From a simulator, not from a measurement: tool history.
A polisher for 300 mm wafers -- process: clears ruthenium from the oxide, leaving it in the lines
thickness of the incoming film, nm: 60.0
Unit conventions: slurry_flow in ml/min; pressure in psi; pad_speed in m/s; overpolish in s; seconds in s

run  hour  slurry_flow  pressure  pad_speed  overpolish  seconds
  1     0          320       1.5        0.8          37   79.653
  2     3          320       1.5        0.8          39   79.995
  3   4.4          320       1.4        0.8          39   85.655
  4   5.2          320       1.2        0.8          39    98.38
  5    14          320       1.3        0.8          39   91.971
  6    19          320       1.4        0.8          39   85.092
  7  25.9          320       1.3        0.8          39   92.602
  8  28.7          320       1.2        0.8          39   98.496

Forecast run 9:
  9  34.1          320       0.8        0.8          39        ?

{"run 9": {"seconds": 146.6}}
